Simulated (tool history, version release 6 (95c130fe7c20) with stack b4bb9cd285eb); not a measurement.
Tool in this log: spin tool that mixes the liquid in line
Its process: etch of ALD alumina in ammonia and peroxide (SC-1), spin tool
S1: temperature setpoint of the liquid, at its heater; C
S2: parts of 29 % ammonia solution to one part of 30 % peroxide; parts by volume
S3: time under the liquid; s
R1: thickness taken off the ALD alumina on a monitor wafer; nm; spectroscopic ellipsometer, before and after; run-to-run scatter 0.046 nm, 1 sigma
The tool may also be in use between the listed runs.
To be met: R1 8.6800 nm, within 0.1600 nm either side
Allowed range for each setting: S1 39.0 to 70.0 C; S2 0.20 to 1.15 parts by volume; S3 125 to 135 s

Run 1, hour 0.0: S1 55.0 C, S2 0.65 parts by volume, S3 125 s. Result: R1 8.0330 nm.
Run 2, hour 7.7: S1 55.0 C, S2 0.85 parts by volume, S3 125 s. Result: R1 8.1854 nm.
Run 3, hour 11.1: S1 55.5 C, S2 0.85 parts by volume, S3 125 s. Result: R1 8.4640 nm.
Run 4, hour 12.7: S1 48.5 C, S2 0.85 parts by volume, S3 125 s. Result: R1 5.7890 nm.
Run 5, hour 17.0: S1 48.5 C, S2 1.00 parts by volume, S3 125 s. Result: R1 5.8567 nm.
Run 6, hour 21.9: S1 48.5 C, S2 1.00 parts by volume, S3 135 s. Result: R1 6.3488 nm.
Run 7, hour 28.0: S1 50.0 C, S2 1.00 parts by volume, S3 135 s. Result: R1 6.9034 nm.
Run 8, hour 29.2: S1 51.0 C, S2 1.00 parts by volume, S3 135 s. Result: R1 7.2979 nm.
Run 9, hour 32.7: S1 52.0 C, S2 1.00 parts by volume, S3 135 s. Result: R1 7.6863 nm.
Run 10, hour 41.5: S1 52.5 C, S2 1.00 parts by volume, S3 135 s. Result: R1 7.8572 nm.
Run 11, hour 48.7: S1 53.0 C, S2 1.00 parts by volume, S3 135 s. Result: R1 8.0432 nm.
Run 12, hour 57.7: S1 53.5 C, S2 1.00 parts by volume, S3 135 s. Result: R1 8.2945 nm.

Exercise: of the 5 proposed moves below, exactly one satisfies all targets within the stated allowed misses. Which move is it?
Run A, hour 66.7: S1 55.0 C, S2 0.80 parts by volume, S3 125 s. Result: R1 ?.
Run B, hour 66.7: S1 55.5 C, S2 0.80 parts by volume, S3 125 s. Result: R1 ?.
Run C, hour 66.7: S1 54.0 C, S2 0.95 parts by volume, S3 130 s. Result: R1 ?.
Run D, hour 66.7: S1 54.5 C, S2 0.85 parts by volume, S3 135 s. Result: R1 ?.
Run E, hour 66.7: S1 53.5 C, S2 1.15 parts by volume, S3 135 s. Result: R1 ?.

move      R1
   A  8.1935
   B  8.4137
   C  8.2121
   D  8.6665
   E  8.4550
A: further off than the last run
B: nearer than the last run, and not there yet
C: further off than the last run
D: all results in spec
E: nearer than the last run, and not there yet
Correct choice: D, which meets every target
